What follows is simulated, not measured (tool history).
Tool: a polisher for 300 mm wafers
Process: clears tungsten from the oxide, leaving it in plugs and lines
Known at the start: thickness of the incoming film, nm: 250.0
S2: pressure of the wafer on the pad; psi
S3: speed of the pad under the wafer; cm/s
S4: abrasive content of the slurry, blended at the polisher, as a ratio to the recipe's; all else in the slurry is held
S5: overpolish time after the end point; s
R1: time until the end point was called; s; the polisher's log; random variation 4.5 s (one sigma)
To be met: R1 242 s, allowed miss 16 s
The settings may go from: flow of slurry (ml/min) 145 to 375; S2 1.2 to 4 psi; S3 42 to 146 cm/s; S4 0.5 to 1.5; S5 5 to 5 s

Run 1, day 0: flow of slurry (ml/min) 240, S2 2.6 psi, S3 94 cm/s, S4 1, S5 5 s. Result: R1 89.976 s.
Run 2, day 0.129: flow of slurry (ml/min) 240, S2 2.3 psi, S3 86 cm/s, S4 1, S5 5 s. Result: R1 111.31 s.
Run 3, day 0.329: flow of slurry (ml/min) 240, S2 2.3 psi, S3 86 cm/s, S4 0.95, S5 5 s. Result: R1 110.78 s.
Run 4, day 0.438: flow of slurry (ml/min) 240, S2 2.1 psi, S3 80 cm/s, S4 0.95, S5 5 s. Result: R1 132.32 s.
Run 5, day 0.492: flow of slurry (ml/min) 240, S2 1.9 psi, S3 76 cm/s, S4 0.95, S5 5 s. Result: R1 151.64 s.
Run 6, day 0.546: flow of slurry (ml/min) 240, S2 1.9 psi, S3 64 cm/s, S4 0.95, S5 5 s. Result: R1 176.3 s.
Run 7, day 0.808: flow of slurry (ml/min) 240, S2 1.9 psi, S3 64 cm/s, S4 0.95, S5 5 s. Result: R1 177.88 s.
Run 8, day 0.988: flow of slurry (ml/min) 240, S2 1.9 psi, S3 64 cm/s, S4 0.95, S5 5 s. Result: R1 173.8 s.
Run 9, day 1.354: flow of slurry (ml/min) 240, S2 1.2 psi, S3 56 cm/s, S4 0.95, S5 5 s. Result: R1 298.83 s.
Run 10, day 1.638: flow of slurry (ml/min) 240, S2 1.3 psi, S3 56 cm/s, S4 0.95, S5 5 s. Result: R1 278.65 s.
Run 11, day 1.708: flow of slurry (ml/min) 240, S2 1.4 psi, S3 56 cm/s, S4 0.95, S5 5 s. Result: R1 264.24 s.
Run 12, day 1.929: flow of slurry (ml/min) 240, S2 1.6 psi, S3 58 cm/s, S4 0.95, S5 5 s. Result: R1 224.97 s.

Which of these 5 next moves meets every target?
Run A, day 2.15: flow of slurry (ml/min) 225, S2 1.6 psi, S3 72 cm/s, S4 0.8, S5 5 s. Result: R1 ?.
Run B, day 2.15: flow of slurry (ml/min) 245, S2 1.3 psi, S3 64 cm/s, S4 0.95, S5 5 s. Result: R1 ?.
Run C, day 2.15: flow of slurry (ml/min) 225, S2 1.3 psi, S3 56 cm/s, S4 0.9, S5 5 s. Result: R1 ?.
Run D, day 2.15: flow of slurry (ml/min) 240, S2 1.5 psi, S3 46 cm/s, S4 1, S5 5 s. Result: R1 ?.
Run E, day 2.15: flow of slurry (ml/min) 220, S2 1.4 psi, S3 54 cm/s, S4 1, S5 5 s. Result: R1 ?.

move      R1
   A  186.51
   B  240.18
   C  278.16
   D  289.03
   E   266.5
A: further off than the last run
B: meets every target
C: takes the result that was furthest off past its target
D: takes the result that was furthest off past its target
E: takes the result that was furthest off past its target
Move B is the one to make.
